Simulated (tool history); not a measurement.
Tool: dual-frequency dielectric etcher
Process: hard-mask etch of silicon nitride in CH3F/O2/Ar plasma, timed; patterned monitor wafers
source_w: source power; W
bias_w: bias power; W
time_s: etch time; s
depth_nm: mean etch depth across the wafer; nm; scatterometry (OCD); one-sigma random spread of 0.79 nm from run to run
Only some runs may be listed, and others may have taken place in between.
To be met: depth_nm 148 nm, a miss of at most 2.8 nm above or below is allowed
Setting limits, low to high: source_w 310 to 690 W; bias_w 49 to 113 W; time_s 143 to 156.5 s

Run 1, hour 0: source_w 500 W, bias_w 81 W, time_s 156.5 s. Result: depth_nm 126.27 nm.
Run 2, hour 6.1: source_w 520 W, bias_w 82 W, time_s 156.5 s. Result: depth_nm 130.45 nm.
Run 3, hour 10.9: source_w 530 W, bias_w 82 W, time_s 156.5 s. Result: depth_nm 130.58 nm.
Run 4, hour 18: source_w 540 W, bias_w 82 W, time_s 156.5 s. Result: depth_nm 131.37 nm.
Run 5, hour 19.8: source_w 540 W, bias_w 89 W, time_s 156.5 s. Result: depth_nm 136.48 nm.
Run 6, hour 20.5: source_w 550 W, bias_w 89 W, time_s 156.5 s. Result: depth_nm 138.51 nm.
Run 7, hour 22.5: source_w 550 W, bias_w 89 W, time_s 156.5 s. Result: depth_nm 136.89 nm.
Run 8, hour 27: source_w 650 W, bias_w 93 W, time_s 156.5 s. Result: depth_nm 151.93 nm.

Which one of the following 5 next-run settings gets every result inside its allowed miss? There is exactly one.
Run A, hour 31.5: source_w 690 W, bias_w 96 W, time_s 156.5 s. Result: depth_nm ?.
Run B, hour 31.5: source_w 690 W, bias_w 77 W, time_s 156.5 s. Result: depth_nm ?.
Run C, hour 31.5: source_w 690 W, bias_w 98 W, time_s 156.5 s. Result: depth_nm ?.
Run D, hour 31.5: source_w 650 W, bias_w 88 W, time_s 156.5 s. Result: depth_nm ?.
Run E, hour 31.5: source_w 570 W, bias_w 107 W, time_s 147 s. Result: depth_nm ?.

move  depth_nm
   A    156.76
   B    143.25
   C     158.1
   D    147.35
   E    141.68
A: moves away from the targets compared with the last run
B: takes the result that was furthest off past its target
C: moves away from the targets compared with the last run
D: every result within its allowed miss
E: takes the result that was furthest off past its target
Go with D: it meets all targets.
